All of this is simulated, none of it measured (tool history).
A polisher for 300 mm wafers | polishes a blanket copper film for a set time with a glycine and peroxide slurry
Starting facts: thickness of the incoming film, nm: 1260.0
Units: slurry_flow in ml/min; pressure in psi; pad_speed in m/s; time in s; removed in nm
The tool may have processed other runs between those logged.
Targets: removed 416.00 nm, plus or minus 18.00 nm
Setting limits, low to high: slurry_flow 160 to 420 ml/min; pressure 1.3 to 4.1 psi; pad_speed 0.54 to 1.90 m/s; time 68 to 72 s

run 1 day=0.000 | slurry_flow=270 pressure=2.7 pad_speed=1.22 time=68 | removed=514.65
run 2 day=0.267 | slurry_flow=270 pressure=3.2 pad_speed=1.22 time=68 | removed=599.58
run 3 day=0.558 | slurry_flow=270 pressure=3.0 pad_speed=1.22 time=68 | removed=570.62
run 4 day=0.842 | slurry_flow=270 pressure=2.9 pad_speed=1.22 time=68 | removed=551.72
run 5 day=0.921 | slurry_flow=270 pressure=2.8 pad_speed=1.22 time=68 | removed=555.32
run 6 day=1.246 | slurry_flow=270 pressure=2.6 pad_speed=1.20 time=68 | removed=521.77
run 7 day=1.396 | slurry_flow=270 pressure=2.5 pad_speed=1.18 time=68 | removed=496.75
run 8 day=1.429 | slurry_flow=270 pressure=2.4 pad_speed=1.18 time=68 | removed=476.05

4 next moves are on the table. One of them brings every result within its allowed miss. Which?
run A day=1.462 | slurry_flow=265 pressure=2.9 pad_speed=0.88 time=68 | removed=?
run B day=1.462 | slurry_flow=260 pressure=2.4 pad_speed=1.14 time=68 | removed=?
run C day=1.462 | slurry_flow=270 pressure=2.3 pad_speed=1.00 time=68 | removed=?
run D day=1.462 | slurry_flow=295 pressure=2.8 pad_speed=0.96 time=68 | removed=?

move=A removed=456.03
move=B removed=447.87
move=C removed=408.83
move=D removed=467.52
A: better than the last run, though not everything is in spec
B: better than the last run, though not everything is in spec
C: each result inside its tolerance
D: better than the last run, though not everything is in spec
Correct choice: C, which meets every target
